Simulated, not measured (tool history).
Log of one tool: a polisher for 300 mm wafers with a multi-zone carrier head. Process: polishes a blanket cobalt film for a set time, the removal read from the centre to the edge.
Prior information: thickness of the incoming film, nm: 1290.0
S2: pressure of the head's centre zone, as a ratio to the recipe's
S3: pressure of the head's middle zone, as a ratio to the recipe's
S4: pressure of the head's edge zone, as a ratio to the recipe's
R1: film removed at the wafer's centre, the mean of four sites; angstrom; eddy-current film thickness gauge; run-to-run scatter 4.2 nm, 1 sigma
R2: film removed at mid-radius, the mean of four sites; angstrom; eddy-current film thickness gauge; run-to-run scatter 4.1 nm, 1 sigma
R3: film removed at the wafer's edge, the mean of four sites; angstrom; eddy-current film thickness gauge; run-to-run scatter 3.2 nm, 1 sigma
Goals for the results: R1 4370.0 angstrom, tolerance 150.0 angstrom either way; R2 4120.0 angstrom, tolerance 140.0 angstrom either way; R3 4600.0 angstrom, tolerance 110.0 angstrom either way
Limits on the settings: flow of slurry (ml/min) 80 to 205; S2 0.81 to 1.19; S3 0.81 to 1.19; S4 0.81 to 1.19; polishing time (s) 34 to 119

run 1 hour=0.0 | flow_of_slurry_(ml/min)=135 S2=1.00 S3=1.00 S4=1.00 polishing_time_(s)=76 | R1=3658.0 R2=3474.9 R3=3636.7
run 2 hour=2.0 | flow_of_slurry_(ml/min)=135 S2=0.97 S3=1.00 S4=1.00 polishing_time_(s)=76 | R1=3544.1 R2=3516.2 R3=3585.1
run 3 hour=9.7 | flow_of_slurry_(ml/min)=120 S2=0.97 S3=1.00 S4=1.00 polishing_time_(s)=76 | R1=3511.7 R2=3440.8 R3=3576.5
run 4 hour=14.6 | flow_of_slurry_(ml/min)=120 S2=0.97 S3=1.00 S4=1.00 polishing_time_(s)=84 | R1=3819.8 R2=3797.2 R3=3906.9
run 5 hour=16.6 | flow_of_slurry_(ml/min)=135 S2=0.98 S3=1.00 S4=1.05 polishing_time_(s)=85 | R1=4029.6 R2=3947.0 R3=4155.7
run 6 hour=23.2 | flow_of_slurry_(ml/min)=135 S2=0.90 S3=1.00 S4=1.05 polishing_time_(s)=85 | R1=3648.0 R2=3926.0 R3=4160.9
run 7 hour=30.4 | flow_of_slurry_(ml/min)=150 S2=0.93 S3=0.99 S4=1.07 polishing_time_(s)=85 | R1=3988.2 R2=3911.8 R3=4217.5
run 8 hour=35.7 | flow_of_slurry_(ml/min)=185 S2=0.91 S3=1.00 S4=1.17 polishing_time_(s)=87 | R1=4054.6 R2=4198.0 R3=4696.0

4 next moves are on the table. One of them brings every result within its allowed miss. Which?
run A hour=41.0 | flow_of_slurry_(ml/min)=170 S2=0.97 S3=0.97 S4=1.12 polishing_time_(s)=89 | R1=? R2=? R3=?
run B hour=41.0 | flow_of_slurry_(ml/min)=190 S2=0.89 S3=1.02 S4=1.19 polishing_time_(s)=87 | R1=? R2=? R3=?
run C hour=41.0 | flow_of_slurry_(ml/min)=180 S2=0.91 S3=1.00 S4=1.19 polishing_time_(s)=90 | R1=? R2=? R3=?
run D hour=41.0 | flow_of_slurry_(ml/min)=200 S2=0.82 S3=1.02 S4=1.19 polishing_time_(s)=86 | R1=? R2=? R3=?

move=A R1=4316.0 R2=4147.5 R3=4576.5
move=B R1=3974.4 R2=4273.5 R3=4668.6
move=C R1=4158.4 R2=4324.1 R3=4803.5
move=D R1=3677.8 R2=4255.7 R3=4639.0
A: meets every target
B: moves away from the targets compared with the last run
C: nearer the targets than the last run, but a result is still out of spec
D: moves away from the targets compared with the last run
The right move is A.
